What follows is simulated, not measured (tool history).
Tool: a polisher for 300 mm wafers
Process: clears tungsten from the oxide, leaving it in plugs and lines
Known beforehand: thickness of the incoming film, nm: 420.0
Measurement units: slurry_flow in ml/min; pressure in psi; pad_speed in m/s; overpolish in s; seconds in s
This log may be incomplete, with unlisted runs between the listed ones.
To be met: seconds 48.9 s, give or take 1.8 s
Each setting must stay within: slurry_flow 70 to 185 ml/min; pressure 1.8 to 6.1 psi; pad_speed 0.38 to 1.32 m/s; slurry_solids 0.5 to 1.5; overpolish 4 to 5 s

run	hour	slurry_flow	pressure	pad_speed	slurry_solids	overpolish	seconds
1	0	120	3.9	0.84	1	5	97.053
2	2.4	120	3.9	0.7	1	5	111.89
3	7.1	90	3.9	0.7	1	5	123.24
4	8.9	90	3.9	0.7	1	5	125.3
5	9.7	100	4.3	0.72	1	5	105.66
6	16.4	100	5.1	0.72	1	5	89.255
7	20.8	130	6.1	0.96	1.05	5	52.604
8	24	135	6.1	0.98	1.05	5	50.652

Next run, 5 choices. One meets every target within its allowed miss, the rest don't. Which?
A	27.2	115	5.9	1.1	1.05	4	?
B	27.2	125	6.1	0.96	0.9	4	?
C	27.2	135	6.1	0.94	1.1	5	?
D	27.2	145	5.9	0.94	1.1	5	?
E	27.2	145	6.1	0.96	0.85	4	?

move	seconds
A	48.902
B	56.068
C	52.445
D	53.45
E	55.611
A: in spec on every target
B: lands further from the targets than the last run did
C: lands further from the targets than the last run did
D: lands further from the targets than the last run did
E: lands further from the targets than the last run did
The right move is A.
